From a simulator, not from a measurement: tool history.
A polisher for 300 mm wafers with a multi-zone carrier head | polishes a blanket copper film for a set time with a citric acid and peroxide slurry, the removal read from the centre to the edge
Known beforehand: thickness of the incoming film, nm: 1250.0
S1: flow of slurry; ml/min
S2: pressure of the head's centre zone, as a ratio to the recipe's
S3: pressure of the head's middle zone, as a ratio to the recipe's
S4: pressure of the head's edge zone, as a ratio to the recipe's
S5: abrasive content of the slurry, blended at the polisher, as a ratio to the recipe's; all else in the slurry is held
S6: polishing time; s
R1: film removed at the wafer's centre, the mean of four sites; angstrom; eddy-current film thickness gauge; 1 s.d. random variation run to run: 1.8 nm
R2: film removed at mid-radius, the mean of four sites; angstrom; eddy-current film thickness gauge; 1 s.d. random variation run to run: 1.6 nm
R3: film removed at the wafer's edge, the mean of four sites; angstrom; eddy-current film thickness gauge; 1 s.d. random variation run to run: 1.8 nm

| run | hour | S1 | S2 | S3 | S4 | S5 | S6 | R1 | R2 | R3 |
|---|---|---|---|---|---|---|---|---|---|---|
| 1 | 0.0 | 125 | 1.00 | 1.00 | 1.00 | 1.00 | 45 | 1226.5 | 1282.3 | 1305.0 |
| 2 | 6.7 | 140 | 1.04 | 1.04 | 1.02 | 1.10 | 45 | 1339.6 | 1359.5 | 1333.1 |
| 3 | 13.7 | 150 | 1.05 | 1.07 | 1.04 | 1.25 | 46 | 1430.6 | 1451.4 | 1407.0 |
| 4 | 17.8 | 160 | 1.06 | 1.09 | 1.05 | 1.30 | 47 | 1530.0 | 1548.6 | 1463.4 |
| 5 | 22.1 | 160 | 1.06 | 1.09 | 1.10 | 1.30 | 47 | 1497.4 | 1513.3 | 1504.7 |
| 6 | 22.8 | 170 | 1.07 | 1.11 | 1.09 | 1.35 | 47 | 1542.8 | 1601.4 | 1519.9 |
| 7 | 26.4 | 175 | 1.09 | 1.11 | 1.09 | 1.35 | 47 | 1575.5 | 1598.4 | 1485.8 |

What does the tool deliver on the next run?
| 8 | 32.1 | 175 | 1.10 | 1.11 | 1.09 | 1.40 | 47 | ? | ? | ? |

R1: 1610.2 angstrom
R2: 1567.1 angstrom
R3: 1528.8 angstrom
